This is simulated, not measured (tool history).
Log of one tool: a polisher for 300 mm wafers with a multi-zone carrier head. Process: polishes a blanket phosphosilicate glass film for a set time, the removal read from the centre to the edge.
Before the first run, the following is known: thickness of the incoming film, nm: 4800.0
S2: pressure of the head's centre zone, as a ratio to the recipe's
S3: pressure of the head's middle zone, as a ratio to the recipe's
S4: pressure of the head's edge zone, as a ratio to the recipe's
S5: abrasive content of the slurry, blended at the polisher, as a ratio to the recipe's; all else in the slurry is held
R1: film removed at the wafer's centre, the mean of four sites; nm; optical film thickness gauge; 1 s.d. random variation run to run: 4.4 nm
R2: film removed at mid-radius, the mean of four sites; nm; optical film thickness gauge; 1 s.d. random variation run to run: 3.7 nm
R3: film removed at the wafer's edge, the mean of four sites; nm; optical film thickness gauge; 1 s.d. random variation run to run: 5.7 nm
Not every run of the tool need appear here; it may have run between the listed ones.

run 1 hour=0 | flow_of_slurry_(ml/min)=285 S2=1 S3=1 S4=1 S5=1 polishing_time_(s)=68 | R1=455.21 R2=467.74 R3=452.79
run 2 hour=8.3 | flow_of_slurry_(ml/min)=285 S2=1 S3=0.99 S4=1.04 S5=1.1 polishing_time_(s)=68 | R1=478.14 R2=482.79 R3=491.91
run 3 hour=10.5 | flow_of_slurry_(ml/min)=230 S2=1 S3=0.99 S4=1.04 S5=1.1 polishing_time_(s)=68 | R1=458.63 R2=476.88 R3=482.61
run 4 hour=13.4 | flow_of_slurry_(ml/min)=230 S2=0.94 S3=0.99 S4=1.04 S5=1.1 polishing_time_(s)=68 | R1=436.09 R2=469.68 R3=478.08
run 5 hour=21.5 | flow_of_slurry_(ml/min)=230 S2=0.94 S3=0.96 S4=1.04 S5=1.1 polishing_time_(s)=68 | R1=436.15 R2=461.91 R3=484.37
run 6 hour=26.1 | flow_of_slurry_(ml/min)=230 S2=0.94 S3=0.96 S4=1.04 S5=1.1 polishing_time_(s)=54 | R1=352.56 R2=364.37 R3=382.08
run 7 hour=29 | flow_of_slurry_(ml/min)=235 S2=0.96 S3=0.96 S4=1.07 S5=1.2 polishing_time_(s)=57 | R1=389.7 R2=403.44 R3=433.55

Predict the results of run 8:
run 8 hour=34.3 | flow_of_slurry_(ml/min)=295 S2=1.06 S3=1.01 S4=1.17 S5=1.45 polishing_time_(s)=66 | R1=? R2=? R3=?

Run 8 yielded R1 565.57 nm, R2 538.89 nm, R3 570.02 nm.
